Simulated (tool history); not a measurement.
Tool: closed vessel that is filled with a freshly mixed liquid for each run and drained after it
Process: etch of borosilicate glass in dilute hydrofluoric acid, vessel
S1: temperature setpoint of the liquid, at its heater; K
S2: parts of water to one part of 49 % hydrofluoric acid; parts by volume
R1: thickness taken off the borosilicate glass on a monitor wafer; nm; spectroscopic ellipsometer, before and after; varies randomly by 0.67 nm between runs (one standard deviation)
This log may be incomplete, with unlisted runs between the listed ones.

{"run": 1, "hour": 0.0, "S1": 294.15, "S2": 50, "time in the liquid (s)": 105, "R1": 47.605}
{"run": 2, "hour": 7.5, "S1": 296.15, "S2": 45, "time in the liquid (s)": 105, "R1": 57.307}
{"run": 3, "hour": 11.9, "S1": 297.65, "S2": 40, "time in the liquid (s)": 105, "R1": 69.6}
{"run": 4, "hour": 21.2, "S1": 298.65, "S2": 35, "time in the liquid (s)": 105, "R1": 83.767}
{"run": 5, "hour": 27.0, "S1": 301.15, "S2": 35, "time in the liquid (s)": 105, "R1": 92.515}
{"run": 6, "hour": 35.9, "S1": 301.15, "S2": 30, "time in the liquid (s)": 105, "R1": 109.04}

The next listed run, before its measurement:
{"run": 7, "hour": 44.2, "S1": 301.65, "S2": 30, "time in the liquid (s)": 105, "R1": "?"}

{"run 7": {"R1": 109.37}}
